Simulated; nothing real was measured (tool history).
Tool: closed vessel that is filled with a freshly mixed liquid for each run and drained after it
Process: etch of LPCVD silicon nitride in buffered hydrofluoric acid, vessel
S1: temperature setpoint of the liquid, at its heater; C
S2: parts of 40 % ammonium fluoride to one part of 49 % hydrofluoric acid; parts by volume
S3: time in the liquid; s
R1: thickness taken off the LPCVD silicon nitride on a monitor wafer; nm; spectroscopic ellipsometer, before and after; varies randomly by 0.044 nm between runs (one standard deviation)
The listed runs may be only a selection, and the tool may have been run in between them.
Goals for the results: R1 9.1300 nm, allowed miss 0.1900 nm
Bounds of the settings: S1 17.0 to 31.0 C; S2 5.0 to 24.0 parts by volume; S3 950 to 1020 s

Run 1, hour 0.0: S1 23.0 C, S2 14.5 parts by volume, S3 950 s. Result: R1 9.9715 nm.
Run 2, hour 6.9: S1 23.0 C, S2 14.5 parts by volume, S3 1020 s. Result: R1 10.7840 nm.
Run 3, hour 9.1: S1 22.5 C, S2 14.5 parts by volume, S3 1020 s. Result: R1 10.4330 nm.
Run 4, hour 14.7: S1 22.5 C, S2 14.5 parts by volume, S3 950 s. Result: R1 9.7590 nm.
Run 5, hour 15.8: S1 22.0 C, S2 14.5 parts by volume, S3 950 s. Result: R1 9.4289 nm.
Run 6, hour 21.5: S1 24.5 C, S2 14.5 parts by volume, S3 950 s. Result: R1 10.7890 nm.
Run 7, hour 30.9: S1 24.0 C, S2 14.5 parts by volume, S3 950 s. Result: R1 10.5360 nm.
Run 8, hour 36.3: S1 23.5 C, S2 14.5 parts by volume, S3 950 s. Result: R1 10.2050 nm.
Run 9, hour 37.7: S1 21.0 C, S2 14.5 parts by volume, S3 950 s. Result: R1 8.8816 nm.

Which one of the following 4 next-run settings gets every result inside its allowed miss? There is exactly one.
Run A, hour 39.1: S1 22.0 C, S2 16.0 parts by volume, S3 960 s. Result: R1 ?.
Run B, hour 39.1: S1 20.0 C, S2 15.0 parts by volume, S3 985 s. Result: R1 ?.
Run C, hour 39.1: S1 24.0 C, S2 17.0 parts by volume, S3 955 s. Result: R1 ?.
Run D, hour 39.1: S1 20.0 C, S2 13.0 parts by volume, S3 975 s. Result: R1 ?.

move      R1
   A  8.6241
   B  8.4348
   C  9.0220
   D  9.6090
A: its largest miss is bigger than the last run's
B: its largest miss is bigger than the last run's
C: every result within its allowed miss
D: pushes the last run's worst result past its target
Move C is the one to make.
